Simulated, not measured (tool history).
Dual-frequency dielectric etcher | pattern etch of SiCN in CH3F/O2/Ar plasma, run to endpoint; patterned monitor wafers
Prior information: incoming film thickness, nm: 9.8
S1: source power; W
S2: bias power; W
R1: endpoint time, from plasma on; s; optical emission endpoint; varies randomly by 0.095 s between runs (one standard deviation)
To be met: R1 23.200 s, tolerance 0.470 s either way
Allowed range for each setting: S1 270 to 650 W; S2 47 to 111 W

{"run": 1, "day": 0.0, "S1": 460, "S2": 79, "R1": 26.486}
{"run": 2, "day": 0.1, "S1": 460, "S2": 73, "R1": 27.143}
{"run": 3, "day": 0.142, "S1": 480, "S2": 74, "R1": 26.192}
{"run": 4, "day": 0.258, "S1": 490, "S2": 74, "R1": 25.954}
{"run": 5, "day": 0.608, "S1": 490, "S2": 64, "R1": 26.792}
{"run": 6, "day": 0.733, "S1": 500, "S2": 64, "R1": 26.476}
{"run": 7, "day": 0.846, "S1": 510, "S2": 64, "R1": 26.234}
{"run": 8, "day": 1.054, "S1": 520, "S2": 64, "R1": 25.96}
{"run": 9, "day": 1.083, "S1": 530, "S2": 64, "R1": 25.807}
{"run": 10, "day": 1.317, "S1": 540, "S2": 64, "R1": 25.606}
{"run": 11, "day": 1.45, "S1": 550, "S2": 64, "R1": 25.169}
{"run": 12, "day": 1.571, "S1": 560, "S2": 64, "R1": 25.004}
{"run": 13, "day": 1.746, "S1": 570, "S2": 64, "R1": 24.883}
{"run": 14, "day": 1.775, "S1": 580, "S2": 64, "R1": 24.654}

Pick the move, out of 4, that brings all results within their allowed miss; only one does.
{"run": "A", "day": 1.804, "S1": 610, "S2": 65, "R1": "?"}
{"run": "B", "day": 1.804, "S1": 590, "S2": 79, "R1": "?"}
{"run": "C", "day": 1.804, "S1": 570, "S2": 74, "R1": "?"}
{"run": "D", "day": 1.804, "S1": 620, "S2": 62, "R1": "?"}

move=A R1=23.926
move=B R1=23.255
move=C R1=24.042
move=D R1=23.976
A: better than the last run, though not everything is in spec
B: all results in spec
C: better than the last run, though not everything is in spec
D: better than the last run, though not everything is in spec
Correct choice: B, which meets every target

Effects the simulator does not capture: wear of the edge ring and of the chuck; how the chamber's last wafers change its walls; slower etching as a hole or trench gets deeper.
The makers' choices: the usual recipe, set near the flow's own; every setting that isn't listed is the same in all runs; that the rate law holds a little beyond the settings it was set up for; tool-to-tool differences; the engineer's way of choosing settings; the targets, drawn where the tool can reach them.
